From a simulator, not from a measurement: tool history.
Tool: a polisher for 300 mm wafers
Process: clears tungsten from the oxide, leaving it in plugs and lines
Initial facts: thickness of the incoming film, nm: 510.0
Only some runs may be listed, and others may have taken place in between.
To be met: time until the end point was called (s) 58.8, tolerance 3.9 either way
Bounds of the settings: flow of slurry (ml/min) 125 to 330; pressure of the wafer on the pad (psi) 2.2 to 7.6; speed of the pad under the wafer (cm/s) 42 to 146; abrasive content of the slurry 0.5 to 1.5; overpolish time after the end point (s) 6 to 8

run	hour	flow of slurry (ml/min)	pressure of the wafer on the pad (psi)	speed of the pad under the wafer (cm/s)	abrasive content of the slurry	overpolish time after the end point (s)	time until the end point was called (s)
1	0	210	4.9	94	1	8	84.012
2	2.4	260	4.9	94	1	8	83.737
3	3.2	260	5.2	96	1	8	74.874
4	9.1	260	5.2	96	1	8	75.368
5	15.2	230	5.2	96	1	8	72.787
6	18.8	230	5.3	96	1	8	75.967
7	25.2	230	5.6	96	1	8	72.249
8	31.5	230	5.8	96	1	8	69.02
9	33.5	230	6	96	1	8	66.637
10	37.2	230	6.1	96	1	8	67.433
11	41.1	230	6.3	96	1	8	62.996

5 candidate next runs follow, results not yet known. Just one meets every target within its allowed miss. Identify it.
A	45	190	6.4	94	0.8	6	?
B	45	260	7.2	72	1	8	?
C	45	225	6.7	108	1.1	8	?
D	45	250	6.8	72	1.1	8	?
E	45	240	6.6	98	0.95	8	?

move	time until the end point was called (s)
A	68.74
B	67.18
C	52.219
D	69.362
E	59.329
A: further off than the last run
B: further off than the last run
C: carries the result that was furthest off beyond its target, to the other side
D: further off than the last run
E: each result inside its tolerance
Go with E: it meets all targets.

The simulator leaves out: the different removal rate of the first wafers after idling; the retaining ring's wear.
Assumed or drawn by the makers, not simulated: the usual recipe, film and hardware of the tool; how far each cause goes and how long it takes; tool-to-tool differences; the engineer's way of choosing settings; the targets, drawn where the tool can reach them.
